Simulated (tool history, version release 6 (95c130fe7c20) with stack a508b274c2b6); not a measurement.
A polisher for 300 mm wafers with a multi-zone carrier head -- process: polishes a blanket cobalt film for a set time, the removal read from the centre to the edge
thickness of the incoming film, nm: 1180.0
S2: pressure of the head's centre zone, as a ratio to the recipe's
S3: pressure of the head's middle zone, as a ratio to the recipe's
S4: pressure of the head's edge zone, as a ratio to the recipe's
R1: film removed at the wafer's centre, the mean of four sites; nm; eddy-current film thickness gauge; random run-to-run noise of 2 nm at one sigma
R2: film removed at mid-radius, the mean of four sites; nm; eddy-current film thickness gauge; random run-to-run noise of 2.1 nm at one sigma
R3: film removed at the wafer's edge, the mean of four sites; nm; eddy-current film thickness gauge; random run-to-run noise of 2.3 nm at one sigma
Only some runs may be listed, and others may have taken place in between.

{"run": 1, "day": 0.0, "flow of slurry (ml/min)": 285, "S2": 1, "S3": 1, "S4": 1, "polishing time (s)": 52, "R1": 285.94, "R2": 276.05, "R3": 285.05}
{"run": 2, "day": 0.146, "flow of slurry (ml/min)": 285, "S2": 1, "S3": 1, "S4": 1.08, "polishing time (s)": 52, "R1": 281.34, "R2": 276.61, "R3": 295.52}
{"run": 3, "day": 0.212, "flow of slurry (ml/min)": 275, "S2": 0.94, "S3": 1.01, "S4": 1.04, "polishing time (s)": 51, "R1": 257.85, "R2": 271.52, "R3": 283.89}
{"run": 4, "day": 0.454, "flow of slurry (ml/min)": 275, "S2": 0.94, "S3": 0.96, "S4": 1.04, "polishing time (s)": 51, "R1": 260.75, "R2": 259.68, "R3": 286.84}
{"run": 5, "day": 0.767, "flow of slurry (ml/min)": 275, "S2": 0.94, "S3": 0.96, "S4": 1.12, "polishing time (s)": 51, "R1": 257.49, "R2": 260.58, "R3": 291.81}
{"run": 6, "day": 1.004, "flow of slurry (ml/min)": 270, "S2": 0.91, "S3": 1, "S4": 1.08, "polishing time (s)": 50, "R1": 246.46, "R2": 267.18, "R3": 284.28}
{"run": 7, "day": 1.262, "flow of slurry (ml/min)": 265, "S2": 0.89, "S3": 1.02, "S4": 1.04, "polishing time (s)": 49, "R1": 237.1, "R2": 260.11, "R3": 270.25}

The next listed run, before its measurement:
{"run": 8, "day": 1.417, "flow of slurry (ml/min)": 240, "S2": 0.82, "S3": 1.1, "S4": 1.01, "polishing time (s)": 49, "R1": "?", "R2": "?", "R3": "?"}

R1: 214.39 nm
R2: 274.69 nm
R3: 266.15 nm

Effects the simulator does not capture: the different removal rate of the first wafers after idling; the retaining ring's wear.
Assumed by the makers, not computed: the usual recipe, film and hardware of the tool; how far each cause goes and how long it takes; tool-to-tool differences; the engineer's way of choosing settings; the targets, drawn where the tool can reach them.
